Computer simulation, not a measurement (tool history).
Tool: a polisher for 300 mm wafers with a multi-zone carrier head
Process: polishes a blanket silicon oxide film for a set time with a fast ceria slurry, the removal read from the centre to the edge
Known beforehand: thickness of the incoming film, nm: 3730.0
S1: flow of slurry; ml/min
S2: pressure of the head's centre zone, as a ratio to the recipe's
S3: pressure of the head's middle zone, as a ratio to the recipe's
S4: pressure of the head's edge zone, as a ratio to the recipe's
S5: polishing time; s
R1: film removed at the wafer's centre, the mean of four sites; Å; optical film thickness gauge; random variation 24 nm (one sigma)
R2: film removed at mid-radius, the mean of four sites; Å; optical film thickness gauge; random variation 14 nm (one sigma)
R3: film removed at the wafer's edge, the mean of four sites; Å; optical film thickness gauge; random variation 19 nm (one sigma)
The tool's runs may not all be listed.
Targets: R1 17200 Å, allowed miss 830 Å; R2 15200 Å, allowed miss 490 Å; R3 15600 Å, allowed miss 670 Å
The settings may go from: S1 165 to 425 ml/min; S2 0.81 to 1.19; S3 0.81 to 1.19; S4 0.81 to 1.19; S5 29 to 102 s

Run 1, hour 0: S1 275 ml/min, S2 1, S3 1, S4 1, S5 65 s. Result: R1 11052 Å, R2 11073 Å, R3 11097 Å.
Run 2, hour 3: S1 275 ml/min, S2 1, S3 1, S4 1.03, S5 65 s. Result: R1 11097 Å, R2 10920 Å, R3 11005 Å.
Run 3, hour 8: S1 340 ml/min, S2 1, S3 1, S4 1.03, S5 65 s. Result: R1 11318 Å, R2 11251 Å, R3 11370 Å.
Run 4, hour 15.8: S1 340 ml/min, S2 1, S3 1, S4 0.98, S5 65 s. Result: R1 11325 Å, R2 11410 Å, R3 11100 Å.
Run 5, hour 21.2: S1 340 ml/min, S2 1, S3 1, S4 0.98, S5 52 s. Result: R1 9215.8 Å, R2 8957.9 Å, R3 8933.3 Å.
Run 6, hour 22.6: S1 340 ml/min, S2 1.04, S3 1, S4 1.01, S5 61 s. Result: R1 11161 Å, R2 10625 Å, R3 10768 Å.
Run 7, hour 31.6: S1 345 ml/min, S2 1.08, S3 1.01, S4 1.03, S5 66 s. Result: R1 12434 Å, R2 11665 Å, R3 11530 Å.
Run 8, hour 32.8: S1 350 ml/min, S2 1.1, S3 1, S4 1.05, S5 71 s. Result: R1 13690 Å, R2 12180 Å, R3 12313 Å.
Run 9, hour 38.5: S1 350 ml/min, S2 1.1, S3 1.01, S4 1.07, S5 75 s. Result: R1 14546 Å, R2 13183 Å, R3 13484 Å.
Run 10, hour 45.1: S1 355 ml/min, S2 1.12, S3 1.02, S4 1.09, S5 77 s. Result: R1 15056 Å, R2 13305 Å, R3 13768 Å.
Run 11, hour 49.8: S1 355 ml/min, S2 1.13, S3 1.03, S4 1.1, S5 79 s. Result: R1 15220 Å, R2 14246 Å, R3 14156 Å.
Run 12, hour 53.6: S1 360 ml/min, S2 1.14, S3 1.02, S4 1.11, S5 81 s. Result: R1 16163 Å, R2 14419 Å, R3 14375 Å.
Run 13, hour 54.5: S1 360 ml/min, S2 1.14, S3 1.01, S4 1.12, S5 83 s. Result: R1 16729 Å, R2 14498 Å, R3 15179 Å.

Pick the move, out of 5, that brings all results within their allowed miss; only one does.
Run A, hour 55.4: S1 375 ml/min, S2 1.19, S3 0.91, S4 1.01, S5 86 s. Result: R1 ?, R2 ?, R3 ?.
Run B, hour 55.4: S1 340 ml/min, S2 1.15, S3 0.91, S4 1.17, S5 86 s. Result: R1 ?, R2 ?, R3 ?.
Run C, hour 55.4: S1 415 ml/min, S2 1.06, S3 0.93, S4 1.05, S5 84 s. Result: R1 ?, R2 ?, R3 ?.
Run D, hour 55.4: S1 330 ml/min, S2 1.13, S3 0.99, S4 1.06, S5 88 s. Result: R1 ?, R2 ?, R3 ?.
Run E, hour 55.4: S1 365 ml/min, S2 1.18, S3 0.94, S4 1.16, S5 81 s. Result: R1 ?, R2 ?, R3 ?.

move     R1     R2     R3
   A  17698  13908  15244
   B  16942  13792  16148
   C  15521  13949  15223
   D  16990  15106  15769
   E  16491  13426  15216
A: misses by more than the last run did
B: misses by more than the last run did
C: misses by more than the last run did
D: hits every target within its allowed miss
E: misses by more than the last run did
The right move is D.

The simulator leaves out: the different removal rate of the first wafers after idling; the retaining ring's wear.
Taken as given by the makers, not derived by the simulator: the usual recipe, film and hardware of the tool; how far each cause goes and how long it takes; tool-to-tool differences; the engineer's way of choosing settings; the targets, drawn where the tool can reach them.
